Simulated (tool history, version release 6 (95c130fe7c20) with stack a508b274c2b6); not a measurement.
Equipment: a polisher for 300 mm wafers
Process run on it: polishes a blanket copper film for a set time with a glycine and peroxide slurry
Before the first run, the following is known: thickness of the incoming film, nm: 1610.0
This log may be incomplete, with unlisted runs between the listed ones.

| run | day | flow of slurry (ml/min) | pressure of the wafer on the pad (kPa) | speed of the pad under the wafer (cm/s) | polishing time (s) | film removed (Å) |
|---|---|---|---|---|---|---|
| 1 | 0 | 215 | 21.4 | 98 | 73 | 3684.3 |
| 2 | 0.217 | 195 | 21.4 | 98 | 73 | 3631.4 |
| 3 | 0.558 | 240 | 21.4 | 98 | 73 | 3703.8 |
| 4 | 0.892 | 240 | 21.4 | 98 | 76 | 3874.2 |
| 5 | 1.15 | 240 | 21.4 | 98 | 73 | 3725 |
| 6 | 1.525 | 240 | 16.5 | 98 | 73 | 3125.7 |
| 7 | 1.583 | 240 | 18.6 | 98 | 73 | 3334.5 |

The next listed run, before its measurement:
| 8 | 1.662 | 240 | 20.7 | 98 | 73 | ? |

Run 8 gave film removed (Å) 3633.8.
